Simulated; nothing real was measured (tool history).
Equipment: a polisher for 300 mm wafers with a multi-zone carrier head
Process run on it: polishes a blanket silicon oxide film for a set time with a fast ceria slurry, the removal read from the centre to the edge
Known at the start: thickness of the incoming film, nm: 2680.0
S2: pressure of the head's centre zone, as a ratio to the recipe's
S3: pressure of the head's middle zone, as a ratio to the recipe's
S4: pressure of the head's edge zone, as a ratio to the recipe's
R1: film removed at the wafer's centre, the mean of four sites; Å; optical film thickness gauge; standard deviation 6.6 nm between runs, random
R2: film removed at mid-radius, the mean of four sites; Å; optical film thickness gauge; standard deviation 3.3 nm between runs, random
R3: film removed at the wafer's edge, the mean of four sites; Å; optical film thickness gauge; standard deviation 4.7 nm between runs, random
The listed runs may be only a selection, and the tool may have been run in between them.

run 1 hour=0.0 | flow_of_slurry_(ml/min)=295 S2=1.00 S3=1.00 S4=1.00 polishing_time_(s)=81 | R1=7845.6 R2=7756.7 R3=7819.9
run 2 hour=1.8 | flow_of_slurry_(ml/min)=320 S2=1.00 S3=1.00 S4=1.00 polishing_time_(s)=81 | R1=8129.1 R2=7866.5 R3=8103.6
run 3 hour=8.3 | flow_of_slurry_(ml/min)=320 S2=1.00 S3=0.96 S4=1.00 polishing_time_(s)=81 | R1=8016.8 R2=7669.4 R3=7995.8
run 4 hour=16.6 | flow_of_slurry_(ml/min)=320 S2=1.00 S3=0.89 S4=1.00 polishing_time_(s)=81 | R1=7877.4 R2=7368.7 R3=7880.4
run 5 hour=24.7 | flow_of_slurry_(ml/min)=320 S2=1.00 S3=0.89 S4=1.00 polishing_time_(s)=66 | R1=6567.0 R2=5973.7 R3=6416.0
run 6 hour=28.1 | flow_of_slurry_(ml/min)=320 S2=1.00 S3=0.92 S4=1.00 polishing_time_(s)=66 | R1=6583.5 R2=6141.6 R3=6527.0
run 7 hour=34.2 | flow_of_slurry_(ml/min)=295 S2=0.98 S3=0.90 S4=0.96 polishing_time_(s)=61 | R1=5861.1 R2=5551.8 R3=5930.8
run 8 hour=39.6 | flow_of_slurry_(ml/min)=290 S2=0.98 S3=0.91 S4=0.92 polishing_time_(s)=56 | R1=5281.9 R2=5086.0 R3=5227.9

Predict the results of run 9:
run 9 hour=43.1 | flow_of_slurry_(ml/min)=280 S2=0.97 S3=0.89 S4=0.89 polishing_time_(s)=56 | R1=? R2=? R3=?

{"run 9": {"R1": 5238.9, "R2": 5069.4, "R3": 5184.2}}
